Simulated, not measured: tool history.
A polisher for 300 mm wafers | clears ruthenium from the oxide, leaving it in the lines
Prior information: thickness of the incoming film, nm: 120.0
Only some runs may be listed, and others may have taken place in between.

run  hour  flow of slurry (ml/min)  pressure of the wafer on the pad (kPa)  speed of the pad under the wafer (m/s)  overpolish time after the end point (s)  time until the end point was called (s)
  1   0.0                      215                                    19.3                                    1.16                                        8                                   71.416
  2   6.0                      175                                    19.3                                    1.16                                        8                                   73.366
  3   9.0                      175                                    19.3                                    0.96                                        8                                   88.612
  4  15.2                      175                                    19.3                                    0.96                                        8                                   87.481
  5  23.1                      175                                    18.6                                    0.96                                        8                                   89.921
  6  29.2                      175                                    18.6                                    0.96                                        8                                   90.707
  7  30.3                      175                                    18.6                                    0.96                                        8                                   89.844
  8  31.6                      175                                    17.9                                    0.96                                        8                                   91.339
  9  37.3                      175                                    17.2                                    0.96                                        8                                   95.561
     45.8  -- worn pad replaced by a new one
 10  45.8                      175                                    15.9                                    0.96                                        8                                   91.297

Forecast run 11:
 11  47.2                      175                                    15.9                                    0.94                                        8                                        ?

Run 11 measured time until the end point was called (s) 92.299.

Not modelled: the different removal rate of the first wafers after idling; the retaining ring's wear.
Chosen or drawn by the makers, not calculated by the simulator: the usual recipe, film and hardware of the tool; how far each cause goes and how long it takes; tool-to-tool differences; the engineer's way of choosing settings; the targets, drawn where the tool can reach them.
